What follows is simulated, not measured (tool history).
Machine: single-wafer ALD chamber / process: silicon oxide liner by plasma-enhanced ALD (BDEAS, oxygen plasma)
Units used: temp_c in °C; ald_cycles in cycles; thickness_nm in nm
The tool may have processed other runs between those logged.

| run | hour | temp_c | ald_cycles | thickness_nm |
|---|---|---|---|---|
| 1 | 0 | 315 | 26 | 2.2393 |
| 2 | 0.9 | 315 | 28 | 2.4272 |
| 3 | 4.1 | 315 | 27 | 2.3404 |
| 4 | 6.3 | 315 | 25 | 2.1431 |
| 5 | 13.8 | 315 | 24 | 2.0701 |
| 6 | 15.9 | 321 | 24 | 2.0502 |
| 7 | 17.7 | 321 | 23 | 1.9668 |

Predict the results of run 8:
| 8 | 24.2 | 322 | 19 | ? |

Logged for run 8: thickness_nm 1.6252 nm.
